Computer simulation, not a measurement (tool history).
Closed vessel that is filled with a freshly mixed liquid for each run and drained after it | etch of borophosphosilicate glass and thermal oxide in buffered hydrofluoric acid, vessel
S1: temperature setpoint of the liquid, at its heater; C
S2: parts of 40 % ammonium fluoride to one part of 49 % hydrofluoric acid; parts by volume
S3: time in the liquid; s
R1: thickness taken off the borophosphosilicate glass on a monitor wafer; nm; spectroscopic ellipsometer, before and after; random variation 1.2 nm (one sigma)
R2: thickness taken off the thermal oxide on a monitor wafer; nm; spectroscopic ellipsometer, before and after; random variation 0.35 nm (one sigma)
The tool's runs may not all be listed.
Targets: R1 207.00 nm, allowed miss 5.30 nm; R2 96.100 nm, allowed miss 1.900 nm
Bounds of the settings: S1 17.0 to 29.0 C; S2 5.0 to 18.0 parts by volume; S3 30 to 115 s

{"run": 1, "hour": 0.0, "S1": 21.0, "S2": 11.0, "S3": 60, "R1": 112.58, "R2": 52.619}
{"run": 2, "hour": 6.4, "S1": 23.5, "S2": 10.5, "S3": 60, "R1": 134.73, "R2": 63.222}
{"run": 3, "hour": 13.1, "S1": 21.5, "S2": 10.5, "S3": 60, "R1": 120.78, "R2": 56.717}
{"run": 4, "hour": 19.2, "S1": 21.5, "S2": 8.5, "S3": 60, "R1": 145.2, "R2": 67.838}
{"run": 5, "hour": 20.9, "S1": 23.5, "S2": 8.5, "S3": 60, "R1": 161.44, "R2": 75.204}
{"run": 6, "hour": 29.8, "S1": 25.0, "S2": 8.5, "S3": 60, "R1": 175.96, "R2": 81.301}
{"run": 7, "hour": 30.7, "S1": 26.0, "S2": 8.5, "S3": 60, "R1": 184.08, "R2": 86.518}
{"run": 8, "hour": 39.5, "S1": 26.5, "S2": 8.5, "S3": 60, "R1": 188.36, "R2": 88.872}
{"run": 9, "hour": 46.7, "S1": 27.0, "S2": 8.5, "S3": 60, "R1": 197.49, "R2": 90.969}
{"run": 10, "hour": 51.7, "S1": 27.5, "S2": 8.5, "S3": 60, "R1": 198.28, "R2": 93.891}
{"run": 11, "hour": 55.6, "S1": 28.0, "S2": 8.0, "S3": 60, "R1": 219.23, "R2": 103.3}
{"run": 12, "hour": 62.4, "S1": 27.5, "S2": 8.0, "S3": 60, "R1": 212.7, "R2": 100.08}

4 next moves are on the table. One of them brings every result within its allowed miss. Which?
{"run": "A", "hour": 69.2, "S1": 26.0, "S2": 9.5, "S3": 70, "R1": "?", "R2": "?"}
{"run": "B", "hour": 69.2, "S1": 26.0, "S2": 7.5, "S3": 55, "R1": "?", "R2": "?"}
{"run": "C", "hour": 69.2, "S1": 24.0, "S2": 7.0, "S3": 60, "R1": "?", "R2": "?"}
{"run": "D", "hour": 69.2, "S1": 24.0, "S2": 6.0, "S3": 50, "R1": "?", "R2": "?"}

move=A R1=197.07 R2=90.773
move=B R1=195.64 R2=89.891
move=C R1=206.82 R2=94.808
move=D R1=197.53 R2=90.296
A: takes the result that was furthest off past its target
B: takes the result that was furthest off past its target
C: meets every target
D: takes the result that was furthest off past its target
The right move is C.

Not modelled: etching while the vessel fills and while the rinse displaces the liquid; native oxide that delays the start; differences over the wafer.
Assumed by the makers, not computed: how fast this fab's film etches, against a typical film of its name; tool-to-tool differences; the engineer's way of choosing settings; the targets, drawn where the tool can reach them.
